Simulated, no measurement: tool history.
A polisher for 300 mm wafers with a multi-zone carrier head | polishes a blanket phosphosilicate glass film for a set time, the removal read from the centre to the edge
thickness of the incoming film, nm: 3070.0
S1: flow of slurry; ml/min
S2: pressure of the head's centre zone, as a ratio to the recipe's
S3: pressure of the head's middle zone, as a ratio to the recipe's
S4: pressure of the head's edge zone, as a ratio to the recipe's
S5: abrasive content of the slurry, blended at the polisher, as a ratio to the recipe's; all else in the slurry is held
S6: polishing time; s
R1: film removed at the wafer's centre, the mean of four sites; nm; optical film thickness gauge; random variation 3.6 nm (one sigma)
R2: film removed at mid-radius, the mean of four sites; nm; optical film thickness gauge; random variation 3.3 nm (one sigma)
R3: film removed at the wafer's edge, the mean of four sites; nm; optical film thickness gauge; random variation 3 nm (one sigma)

| run | hour | S1 | S2 | S3 | S4 | S5 | S6 | R1 | R2 | R3 |
|---|---|---|---|---|---|---|---|---|---|---|
| 1 | 0.0 | 120 | 1.00 | 1.00 | 1.00 | 1.00 | 45 | 245.42 | 252.78 | 248.86 |
| 2 | 5.6 | 125 | 1.01 | 1.02 | 1.02 | 1.05 | 45 | 257.49 | 264.57 | 254.03 |
| 3 | 10.0 | 125 | 1.01 | 1.02 | 0.98 | 1.05 | 45 | 263.35 | 264.56 | 257.67 |
| 4 | 16.2 | 100 | 1.01 | 1.02 | 0.98 | 1.05 | 45 | 245.67 | 254.48 | 249.95 |
| 5 | 24.7 | 105 | 1.01 | 1.03 | 0.99 | 1.15 | 45 | 250.90 | 264.93 | 260.81 |
| 6 | 29.1 | 105 | 1.01 | 1.03 | 0.99 | 1.30 | 45 | 270.16 | 280.44 | 269.75 |
| 7 | 35.0 | 105 | 1.01 | 1.03 | 0.99 | 1.30 | 45 | 268.17 | 276.89 | 271.64 |
| 8 | 39.0 | 110 | 1.01 | 1.04 | 1.00 | 1.35 | 45 | 272.50 | 283.29 | 276.84 |
| 9 | 44.8 | 115 | 1.02 | 1.05 | 1.01 | 1.40 | 45 | 283.15 | 295.60 | 285.47 |
| 10 | 51.8 | 125 | 1.03 | 1.05 | 1.02 | 1.40 | 45 | 291.21 | 303.46 | 289.58 |
| 11 | 53.1 | 155 | 1.07 | 1.04 | 1.09 | 1.45 | 45 | 322.43 | 311.08 | 304.42 |

The next listed run, before its measurement:
| 12 | 58.4 | 155 | 1.07 | 1.05 | 1.09 | 1.45 | 45 | ? | ? | ? |

Run 12 gave R1 313.62 nm, R2 316.58 nm, R3 305.87 nm.
